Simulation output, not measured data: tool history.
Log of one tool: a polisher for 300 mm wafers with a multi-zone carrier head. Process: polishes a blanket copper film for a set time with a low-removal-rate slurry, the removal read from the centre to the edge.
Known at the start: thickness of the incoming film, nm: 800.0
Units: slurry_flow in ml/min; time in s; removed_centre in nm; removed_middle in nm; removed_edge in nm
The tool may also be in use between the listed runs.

{"run": 1, "day": 0.0, "slurry_flow": 140, "centre_zone": 1.0, "middle_zone": 1.0, "edge_zone": 1.0, "slurry_solids": 1.0, "time": 47, "removed_centre": 93.986, "removed_middle": 94.74, "removed_edge": 91.874}
{"run": 2, "day": 0.204, "slurry_flow": 140, "centre_zone": 1.0, "middle_zone": 1.0, "edge_zone": 0.95, "slurry_solids": 1.0, "time": 47, "removed_centre": 95.074, "removed_middle": 94.032, "removed_edge": 89.564}
{"run": 3, "day": 0.333, "slurry_flow": 140, "centre_zone": 1.0, "middle_zone": 1.0, "edge_zone": 0.93, "slurry_solids": 0.9, "time": 44, "removed_centre": 86.921, "removed_middle": 87.918, "removed_edge": 83.079}
{"run": 4, "day": 0.525, "slurry_flow": 140, "centre_zone": 1.01, "middle_zone": 1.0, "edge_zone": 0.91, "slurry_solids": 0.85, "time": 41, "removed_centre": 81.929, "removed_middle": 81.034, "removed_edge": 74.361}
{"day": 0.725, "done": "edge zone pressure recalibrated"}
{"run": 5, "day": 0.725, "slurry_flow": 140, "centre_zone": 1.01, "middle_zone": 0.95, "edge_zone": 0.91, "slurry_solids": 0.85, "time": 41, "removed_centre": 82.009, "removed_middle": 77.587, "removed_edge": 74.891}
{"run": 6, "day": 0.8, "slurry_flow": 140, "centre_zone": 0.93, "middle_zone": 0.95, "edge_zone": 0.91, "slurry_solids": 0.85, "time": 41, "removed_centre": 77.052, "removed_middle": 77.062, "removed_edge": 77.619}
{"run": 7, "day": 1.088, "slurry_flow": 135, "centre_zone": 0.94, "middle_zone": 0.96, "edge_zone": 0.89, "slurry_solids": 0.8, "time": 40, "removed_centre": 73.925, "removed_middle": 74.325, "removed_edge": 72.445}
{"run": 8, "day": 1.45, "slurry_flow": 130, "centre_zone": 0.95, "middle_zone": 0.96, "edge_zone": 0.87, "slurry_solids": 0.75, "time": 39, "removed_centre": 68.484, "removed_middle": 71.76, "removed_edge": 69.063}
{"run": 9, "day": 1.742, "slurry_flow": 125, "centre_zone": 0.98, "middle_zone": 0.95, "edge_zone": 0.86, "slurry_solids": 0.7, "time": 39, "removed_centre": 69.276, "removed_middle": 69.653, "removed_edge": 67.215}
{"run": 10, "day": 1.946, "slurry_flow": 120, "centre_zone": 1.0, "middle_zone": 0.95, "edge_zone": 0.85, "slurry_solids": 0.65, "time": 39, "removed_centre": 70.407, "removed_middle": 68.252, "removed_edge": 65.015}
{"run": 11, "day": 2.096, "slurry_flow": 115, "centre_zone": 1.01, "middle_zone": 0.96, "edge_zone": 0.84, "slurry_solids": 0.6, "time": 39, "removed_centre": 70.073, "removed_middle": 66.84, "removed_edge": 62.615}

The next listed run, before its measurement:
{"run": 12, "day": 2.208, "slurry_flow": 110, "centre_zone": 1.01, "middle_zone": 0.97, "edge_zone": 0.83, "slurry_solids": 0.6, "time": 39, "removed_centre": "?", "removed_middle": "?", "removed_edge": "?"}

{"run 12": {"removed_centre": 67.909, "removed_middle": 66.937, "removed_edge": 61.795}}

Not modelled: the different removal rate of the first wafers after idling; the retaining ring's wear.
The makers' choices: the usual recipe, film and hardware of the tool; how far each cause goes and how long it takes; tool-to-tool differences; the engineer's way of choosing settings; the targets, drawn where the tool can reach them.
